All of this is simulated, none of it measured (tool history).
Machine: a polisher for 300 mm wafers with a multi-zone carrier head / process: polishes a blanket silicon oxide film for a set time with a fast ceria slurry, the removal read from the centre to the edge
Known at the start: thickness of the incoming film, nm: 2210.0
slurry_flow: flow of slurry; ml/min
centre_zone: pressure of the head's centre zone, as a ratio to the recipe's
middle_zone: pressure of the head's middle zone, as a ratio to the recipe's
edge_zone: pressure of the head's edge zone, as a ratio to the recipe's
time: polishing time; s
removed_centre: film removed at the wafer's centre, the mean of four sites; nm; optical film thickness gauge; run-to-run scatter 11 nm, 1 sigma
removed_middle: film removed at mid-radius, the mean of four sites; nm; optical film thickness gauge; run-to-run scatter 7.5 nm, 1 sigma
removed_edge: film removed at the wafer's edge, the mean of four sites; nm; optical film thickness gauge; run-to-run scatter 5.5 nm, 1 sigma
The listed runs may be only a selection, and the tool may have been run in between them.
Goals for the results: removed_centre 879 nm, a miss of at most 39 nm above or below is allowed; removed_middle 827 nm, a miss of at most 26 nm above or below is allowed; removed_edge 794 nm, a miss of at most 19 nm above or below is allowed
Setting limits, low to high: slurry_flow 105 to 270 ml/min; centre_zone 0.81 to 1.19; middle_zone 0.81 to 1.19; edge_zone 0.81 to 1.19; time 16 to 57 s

run  hour  slurry_flow  centre_zone  middle_zone  edge_zone  time  removed_centre  removed_middle  removed_edge
  1     0          175            1            1          1    36          682.88          681.96        653.51
  2   3.6          195            1            1          1    36          694.44          683.61         671.3
  3   9.1          210         1.03         1.03       1.03    37           751.2          736.48        713.42
  4  14.4          220         1.05         1.05       1.05    37          756.08          747.67        710.81
  5  20.2          230         1.07         1.06       1.07    38          787.62          762.24        744.63
  6  23.6          230         1.07         1.06       1.15    38          815.64          769.52        770.89
  7  24.2          235         1.09         1.08       1.15    38          839.73          782.64        770.02
  8  26.7          240         1.09         1.09       1.16    38          822.24          792.11        785.96
  9  29.3          260         1.15         1.12       1.13    38           888.4          816.68        773.26

5 next moves are on the table. One of them brings every result within its allowed miss. Which?
  A  31.9          265         1.15         1.19          1    38               ?               ?             ?
  B  31.9          255         1.16         1.15       1.18    38               ?               ?             ?
  C  31.9          265         1.19         1.14       1.07    37               ?               ?             ?
  D  31.9          260         1.19         1.09       1.12    37               ?               ?             ?
  E  31.9          230         1.19         1.08       1.13    38               ?               ?             ?

move  removed_centre  removed_middle  removed_edge
   A           861.1          854.32        736.16
   B          864.39          829.37        797.88
   C          867.54          805.78        741.41
   D          865.31          778.33        757.94
   E          874.78          782.95        773.81
A: moves away from the targets compared with the last run
B: each result inside its tolerance
C: moves away from the targets compared with the last run
D: moves away from the targets compared with the last run
E: moves away from the targets compared with the last run
Correct choice: B, which meets every target

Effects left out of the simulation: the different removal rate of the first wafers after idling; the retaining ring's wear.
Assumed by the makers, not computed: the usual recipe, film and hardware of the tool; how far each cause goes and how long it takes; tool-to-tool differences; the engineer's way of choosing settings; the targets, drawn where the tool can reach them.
